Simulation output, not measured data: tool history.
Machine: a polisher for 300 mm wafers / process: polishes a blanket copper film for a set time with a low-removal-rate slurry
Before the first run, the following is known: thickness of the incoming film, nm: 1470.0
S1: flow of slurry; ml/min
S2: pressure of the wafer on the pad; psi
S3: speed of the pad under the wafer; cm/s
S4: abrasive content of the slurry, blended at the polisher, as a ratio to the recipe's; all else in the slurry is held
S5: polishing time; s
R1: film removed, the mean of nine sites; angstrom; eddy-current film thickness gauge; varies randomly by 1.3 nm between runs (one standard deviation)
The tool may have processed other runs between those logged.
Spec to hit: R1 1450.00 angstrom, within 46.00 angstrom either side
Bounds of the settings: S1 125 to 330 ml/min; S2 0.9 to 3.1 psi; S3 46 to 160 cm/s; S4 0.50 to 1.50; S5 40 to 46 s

Run 1, hour 0.0: S1 210 ml/min, S2 2.0 psi, S3 102 cm/s, S4 1.00, S5 46 s. Result: R1 922.68 angstrom.
Run 2, hour 3.0: S1 165 ml/min, S2 2.0 psi, S3 102 cm/s, S4 1.00, S5 46 s. Result: R1 906.21 angstrom.
Run 3, hour 5.8: S1 165 ml/min, S2 2.3 psi, S3 102 cm/s, S4 1.00, S5 46 s. Result: R1 1016.50 angstrom.
Run 4, hour 8.3: S1 170 ml/min, S2 2.6 psi, S3 102 cm/s, S4 1.00, S5 46 s. Result: R1 1166.70 angstrom.
Run 5, hour 11.6: S1 175 ml/min, S2 2.8 psi, S3 102 cm/s, S4 1.00, S5 46 s. Result: R1 1256.30 angstrom.
Run 6, hour 18.1: S1 220 ml/min, S2 2.8 psi, S3 102 cm/s, S4 1.00, S5 46 s. Result: R1 1276.10 angstrom.
Run 7, hour 25.1: S1 220 ml/min, S2 2.9 psi, S3 102 cm/s, S4 1.00, S5 46 s. Result: R1 1338.80 angstrom.
Run 8, hour 29.4: S1 220 ml/min, S2 3.0 psi, S3 102 cm/s, S4 1.00, S5 46 s. Result: R1 1363.30 angstrom.

5 next moves are on the table. One of them brings every result within its allowed miss. Which?
Run A, hour 33.7: S1 145 ml/min, S2 3.1 psi, S3 98 cm/s, S4 0.80, S5 45 s. Result: R1 ?.
Run B, hour 33.7: S1 215 ml/min, S2 3.1 psi, S3 110 cm/s, S4 1.05, S5 46 s. Result: R1 ?.
Run C, hour 33.7: S1 215 ml/min, S2 3.1 psi, S3 110 cm/s, S4 0.75, S5 42 s. Result: R1 ?.
Run D, hour 33.7: S1 215 ml/min, S2 2.8 psi, S3 112 cm/s, S4 1.10, S5 46 s. Result: R1 ?.
Run E, hour 33.7: S1 180 ml/min, S2 2.9 psi, S3 138 cm/s, S4 0.95, S5 41 s. Result: R1 ?.

move       R1
   A  1194.40
   B  1524.20
   C  1302.60
   D  1417.30
   E  1520.70
A: the biggest miss grows against the last run
B: takes the biggest miss from the last run beyond its target
C: the biggest miss grows against the last run
D: all results in spec
E: takes the biggest miss from the last run beyond its target
Move D is the one to make.

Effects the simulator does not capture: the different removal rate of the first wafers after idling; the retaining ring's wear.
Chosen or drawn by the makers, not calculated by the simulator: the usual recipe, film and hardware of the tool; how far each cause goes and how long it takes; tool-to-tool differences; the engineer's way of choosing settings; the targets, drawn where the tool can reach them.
